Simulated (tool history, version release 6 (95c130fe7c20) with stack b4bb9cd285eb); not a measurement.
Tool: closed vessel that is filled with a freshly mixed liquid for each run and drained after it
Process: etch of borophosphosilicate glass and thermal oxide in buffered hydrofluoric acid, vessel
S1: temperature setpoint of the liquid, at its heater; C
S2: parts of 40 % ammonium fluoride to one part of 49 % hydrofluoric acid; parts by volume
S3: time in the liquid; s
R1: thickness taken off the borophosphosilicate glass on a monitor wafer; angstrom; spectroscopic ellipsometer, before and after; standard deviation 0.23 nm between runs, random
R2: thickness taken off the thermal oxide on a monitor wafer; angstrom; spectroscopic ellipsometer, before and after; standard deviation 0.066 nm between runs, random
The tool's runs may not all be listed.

| run | hour | S1 | S2 | S3 | R1 | R2 |
|---|---|---|---|---|---|---|
| 1 | 0 | 23 | 13 | 60 | 923.23 | 507.03 |
| 2 | 7.4 | 21.5 | 15 | 55 | 687.84 | 374.5 |
| 3 | 14.1 | 20.5 | 16.5 | 50 | 536.77 | 291.74 |
| 4 | 18.8 | 20.5 | 14 | 50 | 628.57 | 342.27 |
| 5 | 23.4 | 20.5 | 11 | 50 | 794.86 | 434.69 |
| 6 | 24.5 | 17.5 | 11 | 50 | 684.26 | 369.81 |
| 7 | 33.5 | 17.5 | 13.5 | 50 | 552.79 | 301.69 |
| 8 | 38.6 | 17.5 | 15.5 | 50 | 483.53 | 261.15 |
| 9 | 44.3 | 17.5 | 17 | 50 | 440.1 | 236.97 |
| 10 | 48.9 | 17.5 | 18 | 50 | 417.98 | 225.12 |

Run 11 has not been measured yet. What should we expect?
| 11 | 50.1 | 17.5 | 18.5 | 50 | ? | ? |

Run 11 came out at R1 404.35 angstrom, R2 221.49 angstrom.
